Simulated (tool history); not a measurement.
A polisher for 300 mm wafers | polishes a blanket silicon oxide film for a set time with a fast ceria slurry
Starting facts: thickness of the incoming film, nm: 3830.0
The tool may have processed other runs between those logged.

| run | day | flow of slurry (ml/min) | pressure of the wafer on the pad (kPa) | speed of the pad under the wafer (cm/s) | polishing time (s) | film removed (nm) |
|---|---|---|---|---|---|---|
| 1 | 0 | 255 | 13.1 | 120 | 54 | 572.8 |
| 2 | 0.238 | 255 | 13.1 | 120 | 54 | 571.09 |
| 3 | 0.521 | 255 | 11.7 | 120 | 54 | 535.22 |
| 4 | 0.775 | 255 | 13.1 | 122 | 54 | 579.75 |
| 5 | 1.083 | 255 | 15.2 | 122 | 54 | 660.18 |
| 6 | 1.325 | 255 | 15.2 | 92 | 54 | 529.6 |
| 7 | 1.538 | 255 | 15.2 | 92 | 54 | 525.48 |

Forecast run 8:
| 8 | 1.758 | 255 | 15.9 | 98 | 54 | ? |

Run 8 measured film removed (nm) 558.63.
